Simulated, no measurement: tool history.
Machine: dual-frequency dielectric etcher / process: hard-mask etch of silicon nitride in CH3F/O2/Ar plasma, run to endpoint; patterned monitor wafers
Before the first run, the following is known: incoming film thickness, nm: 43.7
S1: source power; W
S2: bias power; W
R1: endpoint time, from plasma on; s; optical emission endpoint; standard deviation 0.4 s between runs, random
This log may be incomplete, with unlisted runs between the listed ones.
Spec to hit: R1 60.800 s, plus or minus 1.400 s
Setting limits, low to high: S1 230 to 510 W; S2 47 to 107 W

run  hour   S1  S2      R1
  1   0.0  370  77  69.992
  2   6.4  370  68  73.504
  3  15.0  370  62  78.507
  4  16.4  390  66  73.964
  5  21.8  330  66  78.996
  6  26.6  360  69  74.193
  7  31.8  390  71  71.198
  8  37.7  410  73  69.159

4 next moves are on the table. One of them brings every result within its allowed miss. Which?
  A  43.6  510   79   ?
  B  43.6  400  104   ?
  C  43.6  380   86   ?
  D  43.6  390   57   ?

move      R1
   A  60.874
   B  57.028
   C  64.185
   D  80.661
A: each result inside its tolerance
B: moves the result that the last run missed by most past its target, out the other side
C: moves toward the targets from the last run without getting all of them in spec
D: misses by more than the last run did
The move that meets every target is A.

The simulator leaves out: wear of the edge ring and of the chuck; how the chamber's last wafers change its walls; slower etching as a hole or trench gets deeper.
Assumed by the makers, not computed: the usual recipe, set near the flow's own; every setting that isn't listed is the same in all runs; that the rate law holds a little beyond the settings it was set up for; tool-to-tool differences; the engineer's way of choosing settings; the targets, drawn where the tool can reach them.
